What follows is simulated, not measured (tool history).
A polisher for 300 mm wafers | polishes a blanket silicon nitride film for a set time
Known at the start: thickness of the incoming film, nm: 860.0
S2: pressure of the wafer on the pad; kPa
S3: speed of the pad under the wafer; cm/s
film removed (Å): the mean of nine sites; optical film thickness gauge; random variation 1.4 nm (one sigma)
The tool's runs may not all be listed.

run 1 hour=0 | flow_of_slurry_(ml/min)=170 S2=22.8 S3=138 polishing_time_(s)=62 | film_removed_(Å)=1196.6
run 2 hour=5.9 | flow_of_slurry_(ml/min)=170 S2=21.4 S3=138 polishing_time_(s)=62 | film_removed_(Å)=1143.3
run 3 hour=14.1 | flow_of_slurry_(ml/min)=170 S2=21.4 S3=138 polishing_time_(s)=65 | film_removed_(Å)=1178.7
run 4 hour=19.4 | flow_of_slurry_(ml/min)=170 S2=20.7 S3=138 polishing_time_(s)=65 | film_removed_(Å)=1117.8
run 5 hour=24.7 | flow_of_slurry_(ml/min)=170 S2=20 S3=138 polishing_time_(s)=65 | film_removed_(Å)=1079.2
run 6 hour=27.8 | flow_of_slurry_(ml/min)=170 S2=20 S3=170 polishing_time_(s)=65 | film_removed_(Å)=1271.6

Forecast run 7:
run 7 hour=32.4 | flow_of_slurry_(ml/min)=170 S2=18.6 S3=170 polishing_time_(s)=65 | film_removed_(Å)=?

film removed (Å): 1161.4
